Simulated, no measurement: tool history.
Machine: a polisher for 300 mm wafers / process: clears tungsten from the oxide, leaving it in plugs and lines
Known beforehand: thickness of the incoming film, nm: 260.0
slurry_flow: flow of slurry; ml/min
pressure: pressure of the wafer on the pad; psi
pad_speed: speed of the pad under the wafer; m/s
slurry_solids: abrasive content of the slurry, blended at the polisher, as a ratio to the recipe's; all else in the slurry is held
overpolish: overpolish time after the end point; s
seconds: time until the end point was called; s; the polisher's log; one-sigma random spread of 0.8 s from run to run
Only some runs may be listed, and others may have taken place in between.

run  hour  slurry_flow  pressure  pad_speed  slurry_solids  overpolish  seconds
  1     0          125       4.3       0.86              1          11   52.847
  2   2.4          125       4.9       0.86              1          11   49.006
  3  10.4          125       4.9       1.06              1          11   39.125
  4  12.5          120       4.5       1.04              1          11   42.675
  5  20.2          120       4.1          1              1          11   47.531
  6  23.4          120       4.1          1           0.85          11   49.101

Run 7 has not been measured yet. What should we expect?
  7  30.7          120       3.8       0.98           0.85          11        ?

seconds: 52.584 s
